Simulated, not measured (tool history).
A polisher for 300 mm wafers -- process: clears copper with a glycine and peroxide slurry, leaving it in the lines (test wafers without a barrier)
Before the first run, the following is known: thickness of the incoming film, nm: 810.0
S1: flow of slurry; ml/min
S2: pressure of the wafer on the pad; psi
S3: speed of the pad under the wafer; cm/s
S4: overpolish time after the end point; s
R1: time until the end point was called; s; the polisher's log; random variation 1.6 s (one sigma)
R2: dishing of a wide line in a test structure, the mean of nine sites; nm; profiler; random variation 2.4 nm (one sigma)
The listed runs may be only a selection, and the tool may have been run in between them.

run,hour,S1,S2,S3,S4,R1,R2
1,0,150,3,120,20,145.19,72.928
2,2.6,150,3.2,122,20,130.87,78.094
3,11.1,150,2.8,122,20,151.44,73.069
4,12,150,3,124,21,144.53,75.142
5,16,150,3.2,126,22,128.92,82.448
6,18.2,150,3.3,126,23,129.13,86.928
7,19.9,150,3.5,128,23,117.73,91.733
8,21.8,150,3.6,128,23,117.27,94.931
9,26.5,150,3.7,128,23,112.86,100.05

For run 10, what comes out?
10,27,150,3.8,128,23,?,?

R1: 112.46 s
R2: 96.165 nm
